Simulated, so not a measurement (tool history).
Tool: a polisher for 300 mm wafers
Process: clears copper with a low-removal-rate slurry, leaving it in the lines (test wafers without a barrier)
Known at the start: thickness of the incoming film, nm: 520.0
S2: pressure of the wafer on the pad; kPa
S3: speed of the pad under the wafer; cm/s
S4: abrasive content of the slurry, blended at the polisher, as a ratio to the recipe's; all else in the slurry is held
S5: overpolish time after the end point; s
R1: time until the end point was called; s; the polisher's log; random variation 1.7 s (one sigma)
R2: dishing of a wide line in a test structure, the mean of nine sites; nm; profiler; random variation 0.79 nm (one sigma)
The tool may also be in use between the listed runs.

run 1 day=0 | flow_of_slurry_(ml/min)=295 S2=25.5 S3=100 S4=1 S5=15 | R1=146.56 R2=38.521
run 2 day=0.192 | flow_of_slurry_(ml/min)=295 S2=25.5 S3=100 S4=1 S5=12 | R1=145.38 R2=31.301
run 3 day=0.508 | flow_of_slurry_(ml/min)=365 S2=25.5 S3=100 S4=1 S5=12 | R1=143.31 R2=33.521
run 4 day=0.829 | flow_of_slurry_(ml/min)=365 S2=25.5 S3=100 S4=1 S5=16 | R1=143.86 R2=41.772
run 5 day=1.129 | flow_of_slurry_(ml/min)=365 S2=22.8 S3=100 S4=1 S5=18 | R1=160.48 R2=40.473
run 6 day=1.362 | flow_of_slurry_(ml/min)=365 S2=19.3 S3=100 S4=1 S5=18 | R1=184.09 R2=35.979

Forecast run 7:
run 7 day=1.708 | flow_of_slurry_(ml/min)=365 S2=18.6 S3=100 S4=1 S5=20 | R1=? R2=?

{"run 7": {"R1": 190.62, "R2": 39.872}}
